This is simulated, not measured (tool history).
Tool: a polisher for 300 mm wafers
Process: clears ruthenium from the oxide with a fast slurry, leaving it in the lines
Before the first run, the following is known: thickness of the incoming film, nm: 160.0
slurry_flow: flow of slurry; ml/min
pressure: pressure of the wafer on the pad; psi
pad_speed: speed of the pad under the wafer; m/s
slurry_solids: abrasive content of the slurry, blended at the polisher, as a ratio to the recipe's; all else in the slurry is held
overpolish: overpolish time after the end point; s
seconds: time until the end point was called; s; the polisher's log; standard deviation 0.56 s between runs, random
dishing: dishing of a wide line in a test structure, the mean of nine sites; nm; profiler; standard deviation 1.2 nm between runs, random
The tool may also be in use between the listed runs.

run,hour,slurry_flow,pressure,pad_speed,slurry_solids,overpolish,seconds,dishing
1,0.0,200,2.9,1.1,1.0,22,38.592,69.935
2,1.1,200,2.9,1.1,0.8,22,44.856,61.097
3,4.4,200,3.5,1.1,0.8,22,37.763,72.687
4,11.2,200,4.2,1.1,0.8,22,31.000,86.137
5,17.4,170,4.2,1.1,0.8,22,31.294,84.683
6,22.0,170,4.2,1.1,0.7,22,35.052,75.255

Predict the results of run 7:
7,23.7,170,4.2,1.1,0.7,22,?,?

seconds: 35.815 s
dishing: 77.761 nm
